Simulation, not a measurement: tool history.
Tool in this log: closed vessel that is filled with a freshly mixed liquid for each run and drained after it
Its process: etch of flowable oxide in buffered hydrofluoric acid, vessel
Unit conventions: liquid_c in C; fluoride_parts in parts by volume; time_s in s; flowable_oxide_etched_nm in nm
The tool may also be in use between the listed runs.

run    day  liquid_c  fluoride_parts  time_s  flowable_oxide_etched_nm
  1  0.000      25.0            14.5     105                    371.74
  2  0.071      22.0            14.5     105                    312.04
  3  0.308      18.5            14.5     105                    256.03
  4  0.629      18.0            14.5     105                    254.00
  5  0.871      18.0            17.0     105                    213.65
  6  1.146      17.0            17.0     105                    200.41
  7  1.212      17.5            17.0     105                    209.93

Run 8 comes next. What will it give?
  8  1.446      18.0            17.0     105                         ?

{"run 8": {"flowable_oxide_etched_nm": 214.51}}
